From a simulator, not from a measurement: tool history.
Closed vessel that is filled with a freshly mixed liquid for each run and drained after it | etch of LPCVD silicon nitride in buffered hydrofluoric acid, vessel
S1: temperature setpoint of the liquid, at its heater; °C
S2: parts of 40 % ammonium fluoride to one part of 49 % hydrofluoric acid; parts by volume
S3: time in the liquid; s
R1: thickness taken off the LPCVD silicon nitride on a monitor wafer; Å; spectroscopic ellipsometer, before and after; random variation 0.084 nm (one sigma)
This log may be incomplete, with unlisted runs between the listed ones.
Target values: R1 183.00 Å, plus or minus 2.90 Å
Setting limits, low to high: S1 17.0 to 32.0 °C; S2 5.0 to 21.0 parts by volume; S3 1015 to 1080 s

| run | hour | S1 | S2 | S3 | R1 |
|---|---|---|---|---|---|
| 1 | 0.0 | 25.0 | 13.0 | 1015 | 115.83 |
| 2 | 3.0 | 23.0 | 13.0 | 1015 | 103.80 |
| 3 | 8.8 | 25.5 | 12.5 | 1015 | 123.99 |
| 4 | 10.2 | 27.5 | 12.5 | 1015 | 137.92 |
| 5 | 18.5 | 29.0 | 12.5 | 1015 | 150.84 |
| 6 | 19.8 | 29.0 | 12.5 | 1015 | 149.42 |
| 7 | 24.9 | 30.0 | 12.5 | 1015 | 157.88 |
| 8 | 28.8 | 30.5 | 12.5 | 1015 | 163.12 |
| 9 | 37.1 | 31.0 | 12.5 | 1015 | 167.20 |
| 10 | 45.0 | 31.5 | 12.5 | 1015 | 170.36 |

Consider the 4 candidate settings below. Which is the only one whose results all fall within their allowed miss of target?
| A | 52.9 | 30.0 | 11.5 | 1025 | ? |
| B | 52.9 | 31.5 | 12.5 | 1050 | ? |
| C | 52.9 | 31.0 | 12.5 | 1075 | ? |
| D | 52.9 | 30.5 | 11.0 | 1015 | ? |

| move | R1 |
|---|---|
| A | 173.98 |
| B | 177.68 |
| C | 177.23 |
| D | 184.69 |
A: gains on the last run, yet a result remains outside its allowed miss
B: gains on the last run, yet a result remains outside its allowed miss
C: gains on the last run, yet a result remains outside its allowed miss
D: every result lands within tolerance
The right move is D.

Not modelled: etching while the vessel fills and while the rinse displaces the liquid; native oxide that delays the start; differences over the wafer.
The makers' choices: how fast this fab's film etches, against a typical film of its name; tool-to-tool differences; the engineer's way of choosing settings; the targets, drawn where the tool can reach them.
